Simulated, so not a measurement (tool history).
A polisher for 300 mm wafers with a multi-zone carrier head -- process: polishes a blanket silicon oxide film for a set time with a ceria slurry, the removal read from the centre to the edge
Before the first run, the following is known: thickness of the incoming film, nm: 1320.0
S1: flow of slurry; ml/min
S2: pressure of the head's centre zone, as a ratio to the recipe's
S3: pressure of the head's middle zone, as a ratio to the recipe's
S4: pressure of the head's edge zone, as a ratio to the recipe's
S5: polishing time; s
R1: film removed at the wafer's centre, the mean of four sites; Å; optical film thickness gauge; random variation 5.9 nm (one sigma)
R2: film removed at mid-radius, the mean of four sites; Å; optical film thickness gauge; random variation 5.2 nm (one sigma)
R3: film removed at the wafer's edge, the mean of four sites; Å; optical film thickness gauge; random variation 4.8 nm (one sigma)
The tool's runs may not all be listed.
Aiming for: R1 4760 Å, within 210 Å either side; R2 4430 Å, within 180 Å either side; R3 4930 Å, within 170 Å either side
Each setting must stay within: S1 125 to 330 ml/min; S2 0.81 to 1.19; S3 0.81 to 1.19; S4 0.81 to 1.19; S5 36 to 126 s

Run 1, hour 0: S1 210 ml/min, S2 1, S3 1, S4 1, S5 81 s. Result: R1 3816.8 Å, R2 3685.6 Å, R3 3824 Å.
Run 2, hour 3.2: S1 210 ml/min, S2 1, S3 1, S4 0.96, S5 81 s. Result: R1 3928.1 Å, R2 3689.9 Å, R3 3625.6 Å.
Run 3, hour 10.4: S1 220 ml/min, S2 1.03, S3 1.01, S4 1, S5 83 s. Result: R1 4061.9 Å, R2 3845.9 Å, R3 3889.2 Å.
Run 4, hour 18.7: S1 220 ml/min, S2 1.03, S3 1.01, S4 0.95, S5 83 s. Result: R1 4054.5 Å, R2 3818.4 Å, R3 3803 Å.
Run 5, hour 20.1: S1 185 ml/min, S2 1.03, S3 1.01, S4 0.95, S5 83 s. Result: R1 4048.8 Å, R2 3739.5 Å, R3 3646.8 Å.
Run 6, hour 25.2: S1 185 ml/min, S2 0.98, S3 1.01, S4 0.95, S5 83 s. Result: R1 3772.4 Å, R2 3749.6 Å, R3 3705 Å.
Run 7, hour 29.3: S1 200 ml/min, S2 1, S3 1.01, S4 1, S5 85 s. Result: R1 4051.8 Å, R2 3894.8 Å, R3 3896 Å.
Run 8, hour 37.2: S1 220 ml/min, S2 1.01, S3 1.01, S4 1.04, S5 87 s. Result: R1 4257.3 Å, R2 4023.9 Å, R3 4129.9 Å.
Run 9, hour 37.8: S1 235 ml/min, S2 1.01, S3 1.01, S4 1.07, S5 88 s. Result: R1 4277.6 Å, R2 4160.7 Å, R3 4266.1 Å.
Run 10, hour 42: S1 250 ml/min, S2 1.05, S3 0.95, S4 1.17, S5 97 s. Result: R1 4973.6 Å, R2 4370.6 Å, R3 4945.3 Å.

5 candidate next runs follow, results not yet known. Just one meets every target within its allowed miss. Identify it.
Run A, hour 46.2: S1 265 ml/min, S2 1.07, S3 0.88, S4 1.12, S5 102 s. Result: R1 ?, R2 ?, R3 ?.
Run B, hour 46.2: S1 230 ml/min, S2 0.98, S3 0.95, S4 1.12, S5 99 s. Result: R1 ?, R2 ?, R3 ?.
Run C, hour 46.2: S1 180 ml/min, S2 1.03, S3 0.87, S4 1.1, S5 110 s. Result: R1 ?, R2 ?, R3 ?.
Run D, hour 46.2: S1 260 ml/min, S2 1.1, S3 0.91, S4 1.18, S5 98 s. Result: R1 ?, R2 ?, R3 ?.
Run E, hour 46.2: S1 220 ml/min, S2 1.08, S3 0.87, S4 1.18, S5 101 s. Result: R1 ?, R2 ?, R3 ?.

move      R1      R2      R3
   A  5372.3  4276.2  5117.2
   B  4698.3  4346.6  4895.1
   C  5241.8  4316.5  5241.1
   D  5289.5  4213.8  5040.2
   E  5225.4  4093.5  5111.8
A: the biggest miss grows against the last run
B: all results land within tolerance of their targets
C: the biggest miss grows against the last run
D: the biggest miss grows against the last run
E: the biggest miss grows against the last run
The move that meets every target is B.
